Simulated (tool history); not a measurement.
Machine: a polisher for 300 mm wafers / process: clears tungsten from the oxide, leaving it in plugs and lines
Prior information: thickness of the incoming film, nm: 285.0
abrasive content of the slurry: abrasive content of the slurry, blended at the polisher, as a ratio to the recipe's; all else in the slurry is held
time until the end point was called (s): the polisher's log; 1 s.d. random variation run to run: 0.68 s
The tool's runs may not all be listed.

| run | hour | flow of slurry (ml/min) | pressure of the wafer on the pad (psi) | speed of the pad under the wafer (cm/s) | abrasive content of the slurry | overpolish time after the end point (s) | time until the end point was called (s) |
|---|---|---|---|---|---|---|---|
| 1 | 0.0 | 205 | 2.7 | 100 | 1.0 | 15 | 95.190 |
| 2 | 5.3 | 230 | 2.7 | 100 | 1.0 | 15 | 95.062 |
| 3 | 13.0 | 195 | 2.7 | 100 | 1.0 | 15 | 93.877 |
| 4 | 20.2 | 195 | 2.7 | 100 | 1.0 | 16 | 96.273 |
| 5 | 28.7 | 195 | 2.7 | 100 | 1.0 | 16 | 96.827 |
| 6 | 30.5 | 195 | 2.7 | 124 | 1.0 | 16 | 81.398 |

Run 7 is up next; what results do you expect?
| 7 | 36.5 | 195 | 2.8 | 124 | 1.0 | 16 | ? |

time until the end point was called (s): 80.683
